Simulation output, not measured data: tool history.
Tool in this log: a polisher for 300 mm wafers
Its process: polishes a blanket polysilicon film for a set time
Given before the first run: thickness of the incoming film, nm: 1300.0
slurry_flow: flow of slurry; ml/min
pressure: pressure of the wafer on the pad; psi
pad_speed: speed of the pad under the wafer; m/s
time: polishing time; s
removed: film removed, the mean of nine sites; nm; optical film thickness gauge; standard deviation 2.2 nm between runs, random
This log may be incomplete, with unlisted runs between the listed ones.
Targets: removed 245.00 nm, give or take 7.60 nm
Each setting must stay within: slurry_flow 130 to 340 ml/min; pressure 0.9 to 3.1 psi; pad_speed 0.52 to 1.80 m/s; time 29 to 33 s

run 1 hour=0.0 | slurry_flow=220 pressure=2.0 pad_speed=1.16 time=33 | removed=190.72
run 2 hour=6.4 | slurry_flow=220 pressure=1.7 pad_speed=1.16 time=33 | removed=169.09
run 3 hour=8.6 | slurry_flow=225 pressure=1.9 pad_speed=1.16 time=33 | removed=185.17
run 4 hour=10.5 | slurry_flow=225 pressure=2.1 pad_speed=1.16 time=33 | removed=201.30
run 5 hour=19.0 | slurry_flow=225 pressure=1.8 pad_speed=1.16 time=33 | removed=176.59
run 6 hour=27.7 | slurry_flow=250 pressure=1.8 pad_speed=1.16 time=33 | removed=179.77
run 7 hour=35.3 | slurry_flow=255 pressure=2.0 pad_speed=1.16 time=33 | removed=196.51
run 8 hour=38.2 | slurry_flow=260 pressure=2.1 pad_speed=1.16 time=33 | removed=205.48
run 9 hour=46.9 | slurry_flow=260 pressure=2.2 pad_speed=1.16 time=33 | removed=213.10
run 10 hour=50.1 | slurry_flow=260 pressure=2.3 pad_speed=1.16 time=33 | removed=217.69
run 11 hour=55.0 | slurry_flow=260 pressure=2.4 pad_speed=1.16 time=33 | removed=228.08

Of the 4 settings listed for the next run, only one would bring every result within its allowed miss of target. Which one?
run A hour=59.9 | slurry_flow=205 pressure=2.5 pad_speed=1.02 time=33 | removed=?
run B hour=59.9 | slurry_flow=260 pressure=2.1 pad_speed=1.24 time=33 | removed=?
run C hour=59.9 | slurry_flow=285 pressure=2.2 pad_speed=1.44 time=29 | removed=?
run D hour=59.9 | slurry_flow=275 pressure=2.1 pad_speed=1.38 time=33 | removed=?

move=A removed=203.05
move=B removed=216.63
move=C removed=230.10
move=D removed=241.02
A: the biggest miss grows against the last run
B: the biggest miss grows against the last run
C: nearer than the last run, and not there yet
D: hits every target within its allowed miss
Go with D: it meets all targets.

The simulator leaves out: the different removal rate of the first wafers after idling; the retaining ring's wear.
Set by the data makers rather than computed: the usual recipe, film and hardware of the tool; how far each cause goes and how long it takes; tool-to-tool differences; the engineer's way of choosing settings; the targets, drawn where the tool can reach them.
